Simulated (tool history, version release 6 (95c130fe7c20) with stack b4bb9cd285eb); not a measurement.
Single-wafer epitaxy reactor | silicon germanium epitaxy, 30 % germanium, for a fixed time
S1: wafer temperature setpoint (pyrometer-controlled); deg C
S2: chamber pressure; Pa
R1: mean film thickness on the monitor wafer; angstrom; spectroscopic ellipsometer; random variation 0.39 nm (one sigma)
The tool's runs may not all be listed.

run 1 hour=0.0 | S1=615 S2=3373 | R1=928.15
run 2 hour=4.3 | S1=613 S2=3373 | R1=891.32
run 3 hour=6.7 | S1=613 S2=3840 | R1=962.03
run 4 hour=15.3 | S1=610 S2=3840 | R1=917.26
run 5 hour=22.2 | S1=608 S2=3840 | R1=896.57
run 6 hour=22.8 | S1=606 S2=3840 | R1=859.55

The next listed run, before its measurement:
run 7 hour=26.8 | S1=605 S2=3840 | R1=?

{"run 7": {"R1": 847.66}}
